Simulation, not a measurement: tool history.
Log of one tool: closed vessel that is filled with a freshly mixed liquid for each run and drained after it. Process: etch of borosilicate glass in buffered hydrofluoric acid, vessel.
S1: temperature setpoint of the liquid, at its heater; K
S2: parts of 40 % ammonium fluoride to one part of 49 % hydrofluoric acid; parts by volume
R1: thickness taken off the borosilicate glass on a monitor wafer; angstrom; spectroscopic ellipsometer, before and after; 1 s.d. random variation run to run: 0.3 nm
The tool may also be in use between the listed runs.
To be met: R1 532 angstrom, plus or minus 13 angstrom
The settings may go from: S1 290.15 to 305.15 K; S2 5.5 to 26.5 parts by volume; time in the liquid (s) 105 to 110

Run 1, day 0: S1 297.15 K, S2 16 parts by volume, time in the liquid (s) 105. Result: R1 788.47 angstrom.
Run 2, day 0.246: S1 297.15 K, S2 13.5 parts by volume, time in the liquid (s) 105. Result: R1 923.63 angstrom.
Run 3, day 0.583: S1 297.15 K, S2 13.5 parts by volume, time in the liquid (s) 105. Result: R1 923.37 angstrom.
Run 4, day 0.688: S1 299.65 K, S2 13.5 parts by volume, time in the liquid (s) 105. Result: R1 1055.6 angstrom.
Run 5, day 0.733: S1 299.65 K, S2 13.5 parts by volume, time in the liquid (s) 110. Result: R1 1108.7 angstrom.
Run 6, day 0.904: S1 298.15 K, S2 13.5 parts by volume, time in the liquid (s) 110. Result: R1 1017.8 angstrom.
Run 7, day 1.138: S1 298.15 K, S2 13.5 parts by volume, time in the liquid (s) 110. Result: R1 1034.3 angstrom.
Run 8, day 1.25: S1 294.15 K, S2 18 parts by volume, time in the liquid (s) 110. Result: R1 626.8 angstrom.
Run 9, day 1.621: S1 293.65 K, S2 18 parts by volume, time in the liquid (s) 110. Result: R1 605.03 angstrom.
Run 10, day 1.771: S1 293.15 K, S2 18 parts by volume, time in the liquid (s) 110. Result: R1 593.64 angstrom.
Run 11, day 1.912: S1 292.65 K, S2 18 parts by volume, time in the liquid (s) 110. Result: R1 576.13 angstrom.
Run 12, day 2.204: S1 292.15 K, S2 18 parts by volume, time in the liquid (s) 110. Result: R1 558.44 angstrom.

4 next moves are on the table. One of them brings every result within its allowed miss. Which?
Run A, day 2.496: S1 291.15 K, S2 18 parts by volume, time in the liquid (s) 105. Result: R1 ?.
Run B, day 2.496: S1 293.65 K, S2 19 parts by volume, time in the liquid (s) 110. Result: R1 ?.
Run C, day 2.496: S1 293.65 K, S2 19.5 parts by volume, time in the liquid (s) 105. Result: R1 ?.
Run D, day 2.496: S1 292.65 K, S2 19.5 parts by volume, time in the liquid (s) 105. Result: R1 ?.

move      R1
   A  502.54
   B  572.89
   C  532.91
   D  504.35
A: takes the result that was furthest off past its target
B: misses by more than the last run did
C: all results land within tolerance of their targets
D: takes the result that was furthest off past its target
Answer: C

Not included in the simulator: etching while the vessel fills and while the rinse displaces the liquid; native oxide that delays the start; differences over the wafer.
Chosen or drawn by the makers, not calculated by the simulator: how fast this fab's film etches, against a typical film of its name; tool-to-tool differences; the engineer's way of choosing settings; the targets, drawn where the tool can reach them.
